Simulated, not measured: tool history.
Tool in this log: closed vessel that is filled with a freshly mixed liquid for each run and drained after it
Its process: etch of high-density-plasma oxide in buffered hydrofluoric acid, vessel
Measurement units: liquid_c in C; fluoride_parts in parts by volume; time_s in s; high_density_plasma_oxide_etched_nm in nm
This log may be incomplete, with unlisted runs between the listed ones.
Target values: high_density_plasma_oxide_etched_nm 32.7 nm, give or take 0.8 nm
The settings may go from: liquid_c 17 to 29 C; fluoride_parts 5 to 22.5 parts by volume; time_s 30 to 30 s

| run | day | liquid_c | fluoride_parts | time_s | high_density_plasma_oxide_etched_nm |
|---|---|---|---|---|---|
| 1 | 0 | 21 | 13.5 | 30 | 24.243 |
| 2 | 0.283 | 24.5 | 13.5 | 30 | 29.453 |
| 3 | 0.612 | 22 | 13.5 | 30 | 25.503 |
| 4 | 0.862 | 22.5 | 13.5 | 30 | 26.38 |
| 5 | 1.196 | 20.5 | 13.5 | 30 | 23.61 |
| 6 | 1.275 | 20.5 | 11.5 | 30 | 27.559 |
| 7 | 1.392 | 21 | 11.5 | 30 | 28.21 |
| 8 | 1.438 | 21.5 | 11.5 | 30 | 29.184 |
| 9 | 1.8 | 22 | 11.5 | 30 | 29.99 |
| 10 | 2.017 | 23 | 11.5 | 30 | 31.385 |

Exercise: of the 4 proposed moves below, exactly one satisfies all targets within the stated allowed misses. Which move is it?
| A | 2.233 | 24.5 | 12 | 30 | ? |
| B | 2.233 | 23.5 | 11 | 30 | ? |
| C | 2.233 | 23 | 10.5 | 30 | ? |
| D | 2.233 | 19 | 8 | 30 | ? |

| move | high_density_plasma_oxide_etched_nm |
|---|---|
| A | 32.834 |
| B | 33.847 |
| C | 34.459 |
| D | 35.129 |
A: meets every target
B: takes the result that was furthest off past its target
C: takes the result that was furthest off past its target
D: takes the result that was furthest off past its target
Move A is the one to make.
